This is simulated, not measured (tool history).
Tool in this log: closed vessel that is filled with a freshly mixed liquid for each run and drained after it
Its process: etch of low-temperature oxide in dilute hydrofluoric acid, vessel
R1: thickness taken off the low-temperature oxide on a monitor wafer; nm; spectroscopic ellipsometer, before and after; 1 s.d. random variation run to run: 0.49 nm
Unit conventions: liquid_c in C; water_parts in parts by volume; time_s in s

{"run": 1, "day": 0.0, "liquid_c": 25.0, "water_parts": 230, "time_s": 595, "R1": 32.854}
{"run": 2, "day": 0.175, "liquid_c": 25.0, "water_parts": 300, "time_s": 595, "R1": 23.423}
{"run": 3, "day": 0.438, "liquid_c": 25.0, "water_parts": 270, "time_s": 595, "R1": 27.176}
{"run": 4, "day": 0.504, "liquid_c": 25.0, "water_parts": 350, "time_s": 595, "R1": 19.403}
{"run": 5, "day": 0.6, "liquid_c": 26.5, "water_parts": 315, "time_s": 595, "R1": 23.658}
{"run": 6, "day": 0.858, "liquid_c": 27.5, "water_parts": 290, "time_s": 595, "R1": 26.598}
{"run": 7, "day": 0.95, "liquid_c": 28.5, "water_parts": 265, "time_s": 595, "R1": 31.383}
{"run": 8, "day": 1.225, "liquid_c": 29.5, "water_parts": 245, "time_s": 595, "R1": 36.256}
{"run": 9, "day": 1.517, "liquid_c": 30.0, "water_parts": 235, "time_s": 595, "R1": 39.257}

Predict the results of run 10:
{"run": 10, "day": 1.854, "liquid_c": 30.5, "water_parts": 225, "time_s": 595, "R1": "?"}

R1: 41.581 nm
